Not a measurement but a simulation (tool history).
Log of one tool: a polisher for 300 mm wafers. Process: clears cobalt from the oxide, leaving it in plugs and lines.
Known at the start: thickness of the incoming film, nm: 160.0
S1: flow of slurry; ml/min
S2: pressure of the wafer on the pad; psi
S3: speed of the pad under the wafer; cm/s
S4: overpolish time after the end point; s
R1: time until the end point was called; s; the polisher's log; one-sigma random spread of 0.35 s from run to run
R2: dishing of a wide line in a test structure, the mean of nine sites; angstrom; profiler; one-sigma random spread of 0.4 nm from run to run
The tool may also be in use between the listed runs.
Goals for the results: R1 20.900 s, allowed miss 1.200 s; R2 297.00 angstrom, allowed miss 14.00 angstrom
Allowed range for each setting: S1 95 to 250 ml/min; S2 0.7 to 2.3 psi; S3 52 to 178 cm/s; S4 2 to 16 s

| run | hour | S1 | S2 | S3 | S4 | R1 | R2 |
|---|---|---|---|---|---|---|---|
| 1 | 0.0 | 160 | 1.5 | 114 | 8 | 34.745 | 221.55 |
| 2 | 4.8 | 160 | 1.7 | 116 | 8 | 30.712 | 233.36 |
| 3 | 10.6 | 160 | 1.9 | 118 | 8 | 27.897 | 247.85 |
| 4 | 18.6 | 160 | 2.1 | 118 | 8 | 26.042 | 264.40 |
| 5 | 20.3 | 160 | 2.1 | 118 | 11 | 25.188 | 297.28 |
| 6 | 22.6 | 160 | 2.2 | 122 | 10 | 23.572 | 297.09 |
| 7 | 29.3 | 160 | 2.2 | 124 | 10 | 23.098 | 294.85 |
| 8 | 34.8 | 160 | 2.2 | 126 | 10 | 22.607 | 301.10 |
| 9 | 41.1 | 160 | 2.2 | 128 | 10 | 22.241 | 299.90 |

Consider the 4 candidate settings below. Which is the only one whose results all fall within their allowed miss of target?
| A | 47.4 | 150 | 1.9 | 162 | 9 | ? | ? |
| B | 47.4 | 130 | 2.1 | 130 | 10 | ? | ? |
| C | 47.4 | 135 | 2.0 | 132 | 10 | ? | ? |
| D | 47.4 | 170 | 2.2 | 130 | 12 | ? | ? |

| move | R1 | R2 |
|---|---|---|
| A | 20.508 | 303.90 |
| B | 24.339 | 297.30 |
| C | 24.739 | 295.60 |
| D | 21.474 | 325.69 |
A: all results land within tolerance of their targets
B: further off than the last run
C: further off than the last run
D: brings the result that was furthest off to its target, and leaves another outside
Correct choice: A, which meets every target
